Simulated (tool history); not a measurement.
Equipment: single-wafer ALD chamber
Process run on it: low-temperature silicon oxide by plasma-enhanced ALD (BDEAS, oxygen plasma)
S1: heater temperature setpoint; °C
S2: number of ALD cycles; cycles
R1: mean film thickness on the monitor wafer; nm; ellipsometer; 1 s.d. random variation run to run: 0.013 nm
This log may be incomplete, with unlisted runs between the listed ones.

run 1 hour=0 | S1=100 S2=50 | R1=7.8813
run 2 hour=1.7 | S1=100 S2=55 | R1=8.6677
run 3 hour=2.8 | S1=107 S2=55 | R1=8.4373
run 4 hour=5.8 | S1=107 S2=49 | R1=7.5263
run 5 hour=10.7 | S1=109 S2=47 | R1=7.2089
run 6 hour=15.3 | S1=111 S2=45 | R1=6.8468
run 7 hour=16.6 | S1=112 S2=44 | R1=6.6878
run 8 hour=19 | S1=113 S2=43 | R1=6.5345

Run 9 comes next. What will it give?
run 9 hour=22.5 | S1=114 S2=42 | R1=?

R1: 6.3946 nm

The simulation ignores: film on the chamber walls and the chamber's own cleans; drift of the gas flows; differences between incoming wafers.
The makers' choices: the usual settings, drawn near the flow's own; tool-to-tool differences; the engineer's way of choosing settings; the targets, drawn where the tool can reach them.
